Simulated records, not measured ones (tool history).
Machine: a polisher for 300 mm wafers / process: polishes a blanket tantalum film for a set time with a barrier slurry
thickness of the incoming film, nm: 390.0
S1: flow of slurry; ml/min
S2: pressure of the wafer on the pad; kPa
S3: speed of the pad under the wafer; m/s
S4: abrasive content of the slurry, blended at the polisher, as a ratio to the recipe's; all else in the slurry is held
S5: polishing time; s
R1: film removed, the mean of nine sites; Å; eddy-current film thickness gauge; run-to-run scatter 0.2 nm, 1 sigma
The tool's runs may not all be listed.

run,hour,S1,S2,S3,S4,S5,R1
1,0,215,16.5,0.84,1,34,669.13
2,7.6,215,16.5,0.84,1,30,592.39
3,11.3,210,15.2,0.8,1,30,520.89
4,16.4,210,15.2,0.88,1,30,569.71
5,23,205,13.8,0.84,1,30,489.37
6,27.8,200,12.4,0.82,1,30,442.53
7,29.9,195,11.7,0.78,1,30,391.13
8,32.8,190,11,0.76,1,30,363.54
9,36.2,185,10.3,0.76,1,30,343.91
10,39.1,180,9.7,0.76,1,30,319.87
11,40.2,175,9,0.76,1,30,298.51

Run 12 comes next. What will it give?
12,49.1,170,9,0.76,1,30,?

Run 12 gave R1 296.83 Å.

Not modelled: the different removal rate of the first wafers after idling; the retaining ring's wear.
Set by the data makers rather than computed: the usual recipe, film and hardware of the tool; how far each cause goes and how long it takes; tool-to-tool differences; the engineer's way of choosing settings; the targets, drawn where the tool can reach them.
